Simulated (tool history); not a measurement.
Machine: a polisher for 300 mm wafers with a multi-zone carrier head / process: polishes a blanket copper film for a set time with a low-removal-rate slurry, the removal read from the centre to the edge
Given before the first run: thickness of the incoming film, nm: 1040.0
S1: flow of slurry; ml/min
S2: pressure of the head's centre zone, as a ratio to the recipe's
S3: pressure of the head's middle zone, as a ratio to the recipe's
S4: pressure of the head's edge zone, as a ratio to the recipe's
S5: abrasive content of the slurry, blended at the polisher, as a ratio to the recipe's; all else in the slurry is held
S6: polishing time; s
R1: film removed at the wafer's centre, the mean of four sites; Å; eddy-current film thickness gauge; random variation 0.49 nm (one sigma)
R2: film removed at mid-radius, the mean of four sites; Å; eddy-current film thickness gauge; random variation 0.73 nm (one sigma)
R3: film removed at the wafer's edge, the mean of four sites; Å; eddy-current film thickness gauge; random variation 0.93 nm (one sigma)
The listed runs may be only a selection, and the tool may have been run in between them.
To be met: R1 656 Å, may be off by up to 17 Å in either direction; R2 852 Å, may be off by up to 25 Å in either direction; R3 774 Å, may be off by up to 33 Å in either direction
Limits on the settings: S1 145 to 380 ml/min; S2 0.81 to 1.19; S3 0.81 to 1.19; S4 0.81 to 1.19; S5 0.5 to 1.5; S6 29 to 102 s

| run | day | S1 | S2 | S3 | S4 | S5 | S6 | R1 | R2 | R3 |
|---|---|---|---|---|---|---|---|---|---|---|
| 1 | 0 | 245 | 1 | 1 | 1 | 1 | 65 | 1185.5 | 1180.3 | 1186.4 |
| 2 | 0.225 | 245 | 1 | 1 | 1 | 1 | 53 | 950.6 | 964.08 | 970.24 |
| 3 | 0.6 | 265 | 1 | 1 | 1 | 1 | 53 | 986.93 | 960.74 | 961.84 |
| 4 | 0.975 | 250 | 0.94 | 1.01 | 0.96 | 0.85 | 52 | 843.97 | 920.27 | 883.67 |
| 5 | 1.05 | 250 | 0.94 | 1.01 | 0.96 | 0.85 | 65 | 1056.6 | 1143.5 | 1139.2 |
| 6 | 1.221 | 250 | 0.94 | 1.01 | 0.89 | 0.85 | 65 | 1062.3 | 1159.5 | 1093.2 |
| 7 | 1.417 | 235 | 0.9 | 1.01 | 0.87 | 0.75 | 61 | 921.02 | 1029.5 | 971.68 |
| 8 | 1.733 | 225 | 0.87 | 1.03 | 0.88 | 0.65 | 58 | 810.71 | 950.85 | 873.88 |
|  | 1.938 | worn pad replaced by a new one |
| 9 | 1.938 | 210 | 0.85 | 1.05 | 0.91 | 0.6 | 57 | 801.92 | 989.51 | 936.17 |
| 10 | 2.296 | 205 | 0.84 | 1.05 | 0.9 | 0.55 | 55 | 745.64 | 921.95 | 854.32 |
| 11 | 2.617 | 200 | 0.83 | 1.06 | 0.9 | 0.55 | 53 | 716.9 | 916.57 | 819 |
| 12 | 2.712 | 170 | 0.81 | 1.04 | 0.92 | 0.5 | 50 | 615.03 | 783.43 | 740.66 |
| 13 | 2.962 | 185 | 0.81 | 1.05 | 0.92 | 0.5 | 50 | 625.85 | 804.37 | 739.22 |
| 14 | 3.179 | 200 | 0.81 | 1.06 | 0.93 | 0.5 | 50 | 641.57 | 819.73 | 782.64 |

5 next moves are on the table. One of them brings every result within its allowed miss. Which?
| A | 3.396 | 225 | 0.89 | 1.1 | 0.96 | 0.5 | 49 | ? | ? | ? |
| B | 3.396 | 175 | 0.81 | 1.12 | 0.96 | 0.5 | 50 | ? | ? | ? |
| C | 3.396 | 245 | 0.85 | 0.96 | 1 | 0.75 | 43 | ? | ? | ? |
| D | 3.396 | 205 | 0.81 | 1.06 | 0.9 | 0.65 | 48 | ? | ? | ? |
| E | 3.396 | 240 | 0.81 | 0.98 | 0.95 | 0.55 | 52 | ? | ? | ? |

| move | R1 | R2 | R3 |
|---|---|---|---|
| A | 697.48 | 838.98 | 776.09 |
| B | 617.19 | 833.63 | 767.15 |
| C | 660.41 | 741.27 | 783.86 |
| D | 657.16 | 844.3 | 785.07 |
| E | 697.7 | 836.91 | 848.85 |
A: brings the result that was furthest off to its target, and leaves another outside
B: brings the result that was furthest off to its target, and leaves another outside
C: moves away from the targets compared with the last run
D: meets every target
E: brings the result that was furthest off to its target, and leaves another outside
Correct choice: D, which meets every target
